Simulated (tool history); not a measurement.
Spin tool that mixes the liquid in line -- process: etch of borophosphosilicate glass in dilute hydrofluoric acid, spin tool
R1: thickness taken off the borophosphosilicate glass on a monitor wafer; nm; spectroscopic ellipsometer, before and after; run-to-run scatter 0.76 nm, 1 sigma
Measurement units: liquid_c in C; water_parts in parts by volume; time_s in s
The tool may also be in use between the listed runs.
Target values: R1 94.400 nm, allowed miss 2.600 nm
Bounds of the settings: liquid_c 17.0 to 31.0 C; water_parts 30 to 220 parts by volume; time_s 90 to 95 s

run 1 hour=0.0 | liquid_c=23.0 water_parts=125 time_s=90 | R1=30.002
run 2 hour=9.0 | liquid_c=24.0 water_parts=115 time_s=90 | R1=33.816
run 3 hour=14.6 | liquid_c=24.0 water_parts=80 time_s=90 | R1=51.273
run 4 hour=18.8 | liquid_c=24.5 water_parts=75 time_s=90 | R1=55.306
run 5 hour=24.2 | liquid_c=24.5 water_parts=75 time_s=90 | R1=55.740
-- hour=24.8 hydrofluoric acid flow meter replaced
run 6 hour=24.8 | liquid_c=24.5 water_parts=115 time_s=90 | R1=32.032
run 7 hour=25.5 | liquid_c=24.0 water_parts=105 time_s=90 | R1=34.614
run 8 hour=31.6 | liquid_c=24.0 water_parts=95 time_s=90 | R1=39.422
run 9 hour=34.4 | liquid_c=24.5 water_parts=90 time_s=90 | R1=42.896
run 10 hour=36.0 | liquid_c=24.0 water_parts=85 time_s=90 | R1=44.417
run 11 hour=42.6 | liquid_c=24.5 water_parts=80 time_s=90 | R1=48.850
run 12 hour=47.7 | liquid_c=24.5 water_parts=75 time_s=90 | R1=51.942
run 13 hour=48.5 | liquid_c=25.0 water_parts=70 time_s=90 | R1=57.119
run 14 hour=56.8 | liquid_c=25.5 water_parts=65 time_s=90 | R1=63.048
run 15 hour=59.4 | liquid_c=26.0 water_parts=65 time_s=90 | R1=63.884
run 16 hour=66.2 | liquid_c=26.5 water_parts=65 time_s=90 | R1=65.907
run 17 hour=72.9 | liquid_c=27.0 water_parts=65 time_s=90 | R1=67.516
run 18 hour=74.0 | liquid_c=27.5 water_parts=65 time_s=90 | R1=67.278
run 19 hour=80.3 | liquid_c=28.0 water_parts=65 time_s=90 | R1=70.326
run 20 hour=88.6 | liquid_c=28.5 water_parts=65 time_s=90 | R1=69.726
run 21 hour=95.2 | liquid_c=30.0 water_parts=55 time_s=90 | R1=89.671

Pick the move, out of 4, that brings all results within their allowed miss; only one does.
run A hour=101.8 | liquid_c=31.0 water_parts=65 time_s=95 | R1=?
run B hour=101.8 | liquid_c=30.5 water_parts=60 time_s=95 | R1=?
run C hour=101.8 | liquid_c=31.0 water_parts=55 time_s=90 | R1=?
run D hour=101.8 | liquid_c=28.5 water_parts=55 time_s=95 | R1=?

move=A R1=82.371
move=B R1=88.206
move=C R1=93.664
move=D R1=89.653
A: lands further from the targets than the last run did
B: lands further from the targets than the last run did
C: every result lands within tolerance
D: as far off as the last run
C meets every target.

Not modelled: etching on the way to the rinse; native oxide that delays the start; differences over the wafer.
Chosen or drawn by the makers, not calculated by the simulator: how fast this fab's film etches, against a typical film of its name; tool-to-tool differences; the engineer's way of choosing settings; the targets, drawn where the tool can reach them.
